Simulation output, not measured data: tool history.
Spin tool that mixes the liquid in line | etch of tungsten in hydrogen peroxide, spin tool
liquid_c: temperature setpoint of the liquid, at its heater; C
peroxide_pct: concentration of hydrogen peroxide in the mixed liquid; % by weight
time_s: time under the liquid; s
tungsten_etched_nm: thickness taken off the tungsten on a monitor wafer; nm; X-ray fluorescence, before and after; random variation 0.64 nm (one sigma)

run 1 hour=0.0 | liquid_c=52.0 peroxide_pct=19.0 time_s=55 | tungsten_etched_nm=63.478
run 2 hour=5.5 | liquid_c=52.0 peroxide_pct=19.0 time_s=60 | tungsten_etched_nm=68.816
run 3 hour=9.9 | liquid_c=52.0 peroxide_pct=15.5 time_s=60 | tungsten_etched_nm=62.061
run 4 hour=18.4 | liquid_c=52.0 peroxide_pct=15.5 time_s=60 | tungsten_etched_nm=62.793
run 5 hour=26.7 | liquid_c=52.0 peroxide_pct=15.5 time_s=55 | tungsten_etched_nm=57.216
-- hour=31.3 peroxide flow meter replaced
run 6 hour=31.3 | liquid_c=49.0 peroxide_pct=15.5 time_s=55 | tungsten_etched_nm=50.007
run 7 hour=38.0 | liquid_c=52.0 peroxide_pct=16.0 time_s=55 | tungsten_etched_nm=60.552
run 8 hour=42.9 | liquid_c=52.0 peroxide_pct=16.0 time_s=55 | tungsten_etched_nm=61.008
run 9 hour=47.4 | liquid_c=53.5 peroxide_pct=16.0 time_s=55 | tungsten_etched_nm=66.675
run 10 hour=54.5 | liquid_c=55.0 peroxide_pct=16.0 time_s=55 | tungsten_etched_nm=72.602

Forecast run 11:
run 11 hour=58.0 | liquid_c=56.0 peroxide_pct=16.0 time_s=55 | tungsten_etched_nm=?

Run 11 gave tungsten_etched_nm 77.903 nm.
